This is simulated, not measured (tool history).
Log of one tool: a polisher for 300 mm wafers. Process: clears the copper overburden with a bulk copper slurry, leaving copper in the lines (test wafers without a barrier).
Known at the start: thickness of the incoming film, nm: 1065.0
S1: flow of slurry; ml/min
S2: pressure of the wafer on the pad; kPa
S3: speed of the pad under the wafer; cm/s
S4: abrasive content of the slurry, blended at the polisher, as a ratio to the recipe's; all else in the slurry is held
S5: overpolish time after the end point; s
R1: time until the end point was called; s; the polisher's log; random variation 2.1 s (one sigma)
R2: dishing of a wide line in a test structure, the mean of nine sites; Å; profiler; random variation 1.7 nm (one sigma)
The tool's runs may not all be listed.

Run 1, hour 0: S1 150 ml/min, S2 18.6 kPa, S3 136 cm/s, S4 1, S5 14 s. Result: R1 68.67 s, R2 827.93 Å.
Run 2, hour 2.4: S1 150 ml/min, S2 18.6 kPa, S3 136 cm/s, S4 1, S5 17 s. Result: R1 70.581 s, R2 902.7 Å.
Run 3, hour 3.5: S1 150 ml/min, S2 17.2 kPa, S3 134 cm/s, S4 1, S5 18 s. Result: R1 76.034 s, R2 874.15 Å.
Run 4, hour 11.9: S1 150 ml/min, S2 16.5 kPa, S3 130 cm/s, S4 1, S5 19 s. Result: R1 78.657 s, R2 869.91 Å.
Run 5, hour 14.2: S1 150 ml/min, S2 16.5 kPa, S3 130 cm/s, S4 1, S5 22 s. Result: R1 78.145 s, R2 907.88 Å.
Run 6, hour 20.6: S1 150 ml/min, S2 15.9 kPa, S3 126 cm/s, S4 1, S5 23 s. Result: R1 82.363 s, R2 943.66 Å.

The next listed run, before its measurement:
Run 7, hour 27.6: S1 150 ml/min, S2 15.2 kPa, S3 122 cm/s, S4 1, S5 23 s. Result: R1 ?, R2 ?.

{"run 7": {"R1": 92.458, "R2": 865.33}}
